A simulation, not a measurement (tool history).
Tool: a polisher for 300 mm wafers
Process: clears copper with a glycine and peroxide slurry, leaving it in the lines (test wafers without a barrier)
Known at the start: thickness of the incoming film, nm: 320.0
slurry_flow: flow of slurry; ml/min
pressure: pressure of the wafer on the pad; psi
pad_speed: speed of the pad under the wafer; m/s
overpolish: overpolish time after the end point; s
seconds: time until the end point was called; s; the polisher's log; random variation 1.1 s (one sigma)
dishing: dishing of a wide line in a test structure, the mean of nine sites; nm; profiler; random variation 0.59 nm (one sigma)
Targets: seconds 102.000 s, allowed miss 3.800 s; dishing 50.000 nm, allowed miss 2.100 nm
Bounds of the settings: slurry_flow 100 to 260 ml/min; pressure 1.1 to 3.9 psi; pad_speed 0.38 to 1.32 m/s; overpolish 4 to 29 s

run 1 hour=0.0 | slurry_flow=165 pressure=2.5 pad_speed=0.84 overpolish=15 | seconds=84.860 dishing=34.610
run 2 hour=6.4 | slurry_flow=160 pressure=2.5 pad_speed=0.84 overpolish=16 | seconds=86.439 dishing=36.682
run 3 hour=12.1 | slurry_flow=155 pressure=2.5 pad_speed=0.84 overpolish=17 | seconds=85.064 dishing=38.392
run 4 hour=17.4 | slurry_flow=125 pressure=2.5 pad_speed=0.84 overpolish=17 | seconds=91.789 dishing=36.409
run 5 hour=22.3 | slurry_flow=125 pressure=2.5 pad_speed=0.84 overpolish=20 | seconds=92.177 dishing=41.515
run 6 hour=26.2 | slurry_flow=125 pressure=2.5 pad_speed=0.84 overpolish=22 | seconds=92.016 dishing=44.487
-- hour=28.1 slurry nozzle cleaned
run 7 hour=28.1 | slurry_flow=115 pressure=2.2 pad_speed=0.82 overpolish=27 | seconds=96.780 dishing=50.114
run 8 hour=34.2 | slurry_flow=115 pressure=2.2 pad_speed=0.82 overpolish=27 | seconds=95.971 dishing=49.892

5 next moves are on the table. One of them brings every result within its allowed miss. Which?
run A hour=40.3 | slurry_flow=105 pressure=2.1 pad_speed=0.98 overpolish=25 | seconds=? dishing=?
run B hour=40.3 | slurry_flow=110 pressure=2.2 pad_speed=0.94 overpolish=26 | seconds=? dishing=?
run C hour=40.3 | slurry_flow=130 pressure=2.1 pad_speed=0.86 overpolish=26 | seconds=? dishing=?
run D hour=40.3 | slurry_flow=115 pressure=2.0 pad_speed=0.92 overpolish=26 | seconds=? dishing=?
run E hour=40.3 | slurry_flow=160 pressure=2.2 pad_speed=0.68 overpolish=28 | seconds=? dishing=?

move=A seconds=87.783 dishing=50.093
move=B seconds=86.405 dishing=52.245
move=C seconds=91.805 dishing=50.247
move=D seconds=93.158 dishing=49.466
move=E seconds=101.220 dishing=50.137
A: further off than the last run
B: further off than the last run
C: further off than the last run
D: further off than the last run
E: meets every target
Answer: E
